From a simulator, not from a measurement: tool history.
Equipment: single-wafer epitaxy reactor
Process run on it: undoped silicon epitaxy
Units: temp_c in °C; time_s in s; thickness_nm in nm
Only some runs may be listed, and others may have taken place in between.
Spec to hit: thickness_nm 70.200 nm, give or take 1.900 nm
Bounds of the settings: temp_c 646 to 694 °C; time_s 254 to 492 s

Run 1, day 0.000: temp_c 670 °C, time_s 373 s. Result: thickness_nm 96.995 nm.
Run 2, day 0.200: temp_c 680 °C, time_s 373 s. Result: thickness_nm 116.610 nm.
Run 3, day 0.483: temp_c 680 °C, time_s 396 s. Result: thickness_nm 122.920 nm.
Run 4, day 0.692: temp_c 689 °C, time_s 396 s. Result: thickness_nm 144.880 nm.
Run 5, day 0.746: temp_c 680 °C, time_s 393 s. Result: thickness_nm 121.350 nm.
Run 6, day 0.925: temp_c 673 °C, time_s 391 s. Result: thickness_nm 106.900 nm.
Run 7, day 0.992: temp_c 668 °C, time_s 389 s. Result: thickness_nm 97.447 nm.
Run 8, day 1.292: temp_c 668 °C, time_s 389 s. Result: thickness_nm 97.402 nm.
Run 9, day 1.425: temp_c 664 °C, time_s 388 s. Result: thickness_nm 89.636 nm.
Run 10, day 1.800: temp_c 661 °C, time_s 387 s. Result: thickness_nm 85.203 nm.
Run 11, day 2.133: temp_c 659 °C, time_s 386 s. Result: thickness_nm 81.149 nm.
Run 12, day 2.346: temp_c 657 °C, time_s 385 s. Result: thickness_nm 78.047 nm.
Run 13, day 2.612: temp_c 656 °C, time_s 385 s. Result: thickness_nm 77.280 nm.
Run 14, day 2.704: temp_c 650 °C, time_s 383 s. Result: thickness_nm 68.150 nm.

Which single option among these 4 for the next run brings every result within its allowed miss of target? Just one does.
Run A, day 2.796: temp_c 648 °C, time_s 377 s. Result: thickness_nm ?.
Run B, day 2.796: temp_c 649 °C, time_s 376 s. Result: thickness_nm ?.
Run C, day 2.796: temp_c 652 °C, time_s 358 s. Result: thickness_nm ?.
Run D, day 2.796: temp_c 654 °C, time_s 365 s. Result: thickness_nm ?.

move  thickness_nm
   A        63.948
   B        65.010
   C        65.539
   D        69.404
A: lands further from the targets than the last run did
B: lands further from the targets than the last run did
C: lands further from the targets than the last run did
D: all results land within tolerance of their targets
Go with D: it meets all targets.

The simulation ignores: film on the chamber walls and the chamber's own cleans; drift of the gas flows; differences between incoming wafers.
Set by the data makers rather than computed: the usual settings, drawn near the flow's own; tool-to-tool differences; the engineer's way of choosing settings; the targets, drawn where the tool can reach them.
